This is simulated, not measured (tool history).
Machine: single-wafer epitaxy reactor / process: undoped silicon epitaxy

run,hour,wafer temperature setpoint (pyrometer-controlled) (°C),deposition time (s),mean film thickness on the monitor wafer (angstrom)
1,0,635,368,438.23
2,8.5,633,367,423.68
3,10.1,631,366,405.34
4,16.7,642,366,502.66
5,19.4,642,334,458.14
6,26,646,334,496.22
# hour 27.3: pyrometer calibrated
7,27.3,642,333,486.16
8,31,638,330,444.24

Estimate the outcome of run 9 from the log above:
9,33.2,635,328,?

{"run 9": {"mean film thickness on the monitor wafer (angstrom)": 415.19}}
